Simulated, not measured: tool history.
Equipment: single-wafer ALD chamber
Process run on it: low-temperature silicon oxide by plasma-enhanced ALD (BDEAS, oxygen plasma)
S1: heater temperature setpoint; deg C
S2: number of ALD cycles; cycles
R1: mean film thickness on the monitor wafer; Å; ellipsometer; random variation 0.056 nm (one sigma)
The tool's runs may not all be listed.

run 1 day=0 | S1=115 S2=60 | R1=88.601
run 2 day=0.108 | S1=125 S2=60 | R1=86.853
run 3 day=0.254 | S1=125 S2=61 | R1=87.623
run 4 day=0.342 | S1=124 S2=62 | R1=90.477
run 5 day=0.412 | S1=124 S2=63 | R1=91.634
run 6 day=0.583 | S1=124 S2=64 | R1=92.347
run 7 day=0.725 | S1=124 S2=65 | R1=94.576
run 8 day=0.758 | S1=124 S2=66 | R1=95.084

Expected results for the next run?
run 9 day=0.933 | S1=124 S2=67 | R1=?

Run 9 gave R1 98.28 Å.
